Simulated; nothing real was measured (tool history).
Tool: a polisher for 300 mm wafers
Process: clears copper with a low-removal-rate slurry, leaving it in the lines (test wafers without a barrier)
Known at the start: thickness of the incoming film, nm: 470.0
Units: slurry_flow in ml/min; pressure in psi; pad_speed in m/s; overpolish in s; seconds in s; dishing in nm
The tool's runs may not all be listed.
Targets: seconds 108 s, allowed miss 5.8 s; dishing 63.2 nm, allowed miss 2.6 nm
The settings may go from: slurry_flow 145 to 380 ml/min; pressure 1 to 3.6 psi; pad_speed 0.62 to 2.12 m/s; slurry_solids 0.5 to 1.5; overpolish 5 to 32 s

run,hour,slurry_flow,pressure,pad_speed,slurry_solids,overpolish,seconds,dishing
1,0,245,2.3,1.36,1,16,149.14,30.707
2,1.4,245,2.4,1.36,1,17,141.15,33.543
3,4.5,245,2.5,1.36,1,18,139.52,36.597
4,5.8,245,2.5,1.52,1,18,125.26,39.762
5,8.9,245,2.5,1.52,0.8,18,130.19,38.846
6,15.4,275,2.5,1.52,0.8,18,129.03,38.582
7,23.8,275,2.6,1.52,0.8,19,127.58,41.184
8,25.5,270,3.2,1.52,0.8,25,99.727,60.963

5 next moves are on the table. One of them brings every result within its allowed miss. Which?
A,27.2,160,3.3,1.94,0.5,24,?,?
B,27.2,330,3.4,1.56,0.75,24,?,?
C,27.2,195,3.3,1.34,0.6,32,?,?
D,27.2,215,3,1.4,0.8,31,?,?
E,27.2,325,3.1,1.48,0.75,27,?,?

move,seconds,dishing
A,95.401,62.021
B,93.497,63.111
C,125.79,62.545
D,121.03,62.398
E,107.86,61.494
A: further off than the last run
B: further off than the last run
C: takes the result that was furthest off past its target
D: takes the result that was furthest off past its target
E: meets every target
The right move is E.
